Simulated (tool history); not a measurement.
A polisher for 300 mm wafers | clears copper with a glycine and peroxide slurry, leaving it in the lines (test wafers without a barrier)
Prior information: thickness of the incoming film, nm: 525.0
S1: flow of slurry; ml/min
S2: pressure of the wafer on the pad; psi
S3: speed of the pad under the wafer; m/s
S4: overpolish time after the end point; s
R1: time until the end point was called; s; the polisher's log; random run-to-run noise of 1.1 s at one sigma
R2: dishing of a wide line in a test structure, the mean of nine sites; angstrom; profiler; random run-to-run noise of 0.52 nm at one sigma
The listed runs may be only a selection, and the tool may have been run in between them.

run  hour   S1   S2    S3  S4      R1      R2
  1     0  145  1.9   1.2  28  143.47  658.69
  2   2.6  145  2.4   1.2  28   117.2  756.03
  3   8.5  140  2.4  1.24  26  116.19  720.36
  4  11.6  155  2.4  1.24  26  113.52  753.75
  5  14.3  155  2.9  1.24  26  97.347  853.55
  6  22.6  155  2.9  1.02  26  115.53  742.33
  7  24.9  155  2.9  1.02  26  115.65  788.39
  8  32.8  150  2.7  1.12  24  113.43  713.07
     38.7  -- head pressure recalibrated
  9  38.7  145  2.5   1.2  22  107.22  686.77
 10    40  140  2.3  1.24  21  112.88  659.27

Expected results for the next run?
 11  48.3  135  2.2  1.28  20   ?   ?

{"run 11": {"R1": 116.1, "R2": 593.81}}

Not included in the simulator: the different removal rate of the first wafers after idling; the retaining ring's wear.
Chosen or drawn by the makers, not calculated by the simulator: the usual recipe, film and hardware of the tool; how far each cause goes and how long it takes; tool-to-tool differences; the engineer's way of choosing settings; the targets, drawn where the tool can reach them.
